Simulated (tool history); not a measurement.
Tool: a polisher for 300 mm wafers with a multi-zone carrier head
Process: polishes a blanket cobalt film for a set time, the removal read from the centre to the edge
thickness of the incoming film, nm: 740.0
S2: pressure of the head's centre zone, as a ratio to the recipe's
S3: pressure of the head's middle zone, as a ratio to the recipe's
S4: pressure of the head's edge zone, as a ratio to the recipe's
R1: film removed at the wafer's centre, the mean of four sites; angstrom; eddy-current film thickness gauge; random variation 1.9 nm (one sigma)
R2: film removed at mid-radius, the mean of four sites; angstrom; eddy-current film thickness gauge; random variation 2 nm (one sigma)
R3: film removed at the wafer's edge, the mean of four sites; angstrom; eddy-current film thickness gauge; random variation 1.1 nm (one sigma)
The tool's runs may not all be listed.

run 1 hour=0 | flow_of_slurry_(ml/min)=145 S2=1 S3=1 S4=1 polishing_time_(s)=42 | R1=2153 R2=2073.6 R3=2105
run 2 hour=0.8 | flow_of_slurry_(ml/min)=145 S2=1 S3=0.97 S4=1 polishing_time_(s)=42 | R1=2186.3 R2=2109.6 R3=2083.6
run 3 hour=3 | flow_of_slurry_(ml/min)=140 S2=0.98 S3=0.95 S4=0.95 polishing_time_(s)=39 | R1=1986 R2=1891.5 R3=1905.3
run 4 hour=6.9 | flow_of_slurry_(ml/min)=105 S2=0.98 S3=0.95 S4=0.95 polishing_time_(s)=39 | R1=1811.1 R2=1735 R3=1790.8
run 5 hour=10 | flow_of_slurry_(ml/min)=105 S2=0.98 S3=0.95 S4=0.95 polishing_time_(s)=31 | R1=1446.6 R2=1436.5 R3=1414.7
run 6 hour=16.8 | flow_of_slurry_(ml/min)=105 S2=0.98 S3=0.95 S4=0.95 polishing_time_(s)=40 | R1=1841 R2=1858.2 R3=1837.5
run 7 hour=21.6 | flow_of_slurry_(ml/min)=100 S2=0.99 S3=0.98 S4=0.92 polishing_time_(s)=38 | R1=1710.3 R2=1734.3 R3=1722.4
run 8 hour=27.8 | flow_of_slurry_(ml/min)=110 S2=1.02 S3=1.02 S4=0.89 polishing_time_(s)=35 | R1=1731.4 R2=1720.2 R3=1571.6
run 9 hour=31.7 | flow_of_slurry_(ml/min)=105 S2=1.02 S3=1.02 S4=0.88 polishing_time_(s)=34 | R1=1636.5 R2=1636.9 R3=1481.7
run 10 hour=32.5 | flow_of_slurry_(ml/min)=100 S2=1.02 S3=1.02 S4=0.87 polishing_time_(s)=34 | R1=1624.2 R2=1654.3 R3=1463.1
run 11 hour=41.2 | flow_of_slurry_(ml/min)=95 S2=1.02 S3=1.01 S4=0.86 polishing_time_(s)=34 | R1=1576.9 R2=1599.2 R3=1450.6
run 12 hour=49.1 | flow_of_slurry_(ml/min)=95 S2=1.02 S3=1.01 S4=0.85 polishing_time_(s)=34 | R1=1556.9 R2=1583.1 R3=1435.8
run 13 hour=56 | flow_of_slurry_(ml/min)=95 S2=1.02 S3=1.01 S4=0.84 polishing_time_(s)=34 | R1=1579.5 R2=1560 R3=1445.5
run 14 hour=58 | flow_of_slurry_(ml/min)=95 S2=1.02 S3=1.02 S4=0.84 polishing_time_(s)=34 | R1=1553.7 R2=1580.3 R3=1437.3
run 15 hour=66.4 | flow_of_slurry_(ml/min)=95 S2=1.02 S3=1.03 S4=0.83 polishing_time_(s)=34 | R1=1584.7 R2=1593.3 R3=1455.1

The next listed run, before its measurement:
run 16 hour=68.1 | flow_of_slurry_(ml/min)=95 S2=1.02 S3=1.04 S4=0.83 polishing_time_(s)=34 | R1=? R2=? R3=?

R1: 1565.4 angstrom
R2: 1661.6 angstrom
R3: 1435.4 angstrom
